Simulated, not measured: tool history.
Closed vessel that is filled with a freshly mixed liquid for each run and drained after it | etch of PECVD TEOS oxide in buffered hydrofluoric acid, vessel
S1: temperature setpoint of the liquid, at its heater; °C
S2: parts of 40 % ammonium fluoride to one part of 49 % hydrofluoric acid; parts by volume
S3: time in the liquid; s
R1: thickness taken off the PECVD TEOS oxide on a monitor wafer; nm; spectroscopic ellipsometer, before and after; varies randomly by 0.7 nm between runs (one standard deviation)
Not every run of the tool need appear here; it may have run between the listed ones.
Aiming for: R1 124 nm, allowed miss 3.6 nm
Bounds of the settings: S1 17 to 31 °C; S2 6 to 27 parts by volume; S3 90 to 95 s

run,hour,S1,S2,S3,R1
1,0,23,16.5,90,150.23
2,2.9,22,16.5,90,141.77
3,7.2,21.5,16.5,90,137.06
4,10.4,21,16.5,90,133.92
5,11.3,21,21,90,107.44
6,18.2,22,21,90,114.39
7,26.7,22.5,21,90,116.74
8,35,23,21,90,118.75

Which of these 4 next moves meets every target?
A,43.3,22.5,24,90,?
B,43.3,22,22,95,?
C,43.3,23,25.5,95,?
D,43.3,23,22,95,?

move,R1
A,106.93
B,116.57
C,111.29
D,123.2
A: further off than the last run
B: further off than the last run
C: further off than the last run
D: meets every target
D meets every target.
